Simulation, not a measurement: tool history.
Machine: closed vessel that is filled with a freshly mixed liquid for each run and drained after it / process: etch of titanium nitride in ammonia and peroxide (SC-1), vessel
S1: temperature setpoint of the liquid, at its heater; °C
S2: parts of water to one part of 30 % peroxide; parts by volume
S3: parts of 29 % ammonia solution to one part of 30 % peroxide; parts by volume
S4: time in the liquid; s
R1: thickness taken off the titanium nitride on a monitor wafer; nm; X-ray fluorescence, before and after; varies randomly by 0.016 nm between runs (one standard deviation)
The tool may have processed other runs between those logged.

run 1 hour=0.0 | S1=58.0 S2=8.5 S3=0.65 S4=30 | R1=4.6580
run 2 hour=7.9 | S1=55.5 S2=8.5 S3=0.65 S4=30 | R1=3.8955
run 3 hour=14.1 | S1=55.5 S2=8.5 S3=0.65 S4=30 | R1=3.9326
run 4 hour=20.1 | S1=55.5 S2=6.0 S3=0.65 S4=30 | R1=4.6187
run 5 hour=29.3 | S1=53.0 S2=6.0 S3=0.65 S4=30 | R1=3.8717
run 6 hour=33.6 | S1=51.0 S2=6.0 S3=0.65 S4=30 | R1=3.4324
run 7 hour=39.4 | S1=49.5 S2=6.0 S3=0.65 S4=30 | R1=3.0585
run 8 hour=41.0 | S1=48.5 S2=6.0 S3=0.65 S4=30 | R1=2.8889
run 9 hour=42.5 | S1=47.5 S2=6.0 S3=0.65 S4=30 | R1=2.6735
run 10 hour=44.5 | S1=47.0 S2=6.0 S3=0.65 S4=30 | R1=2.6156
run 11 hour=45.7 | S1=46.5 S2=6.0 S3=0.65 S4=30 | R1=2.4844

Run 12 comes next. What will it give?
run 12 hour=54.2 | S1=46.0 S2=6.0 S3=0.65 S4=30 | R1=?

Run 12 measured R1 2.3805 nm.
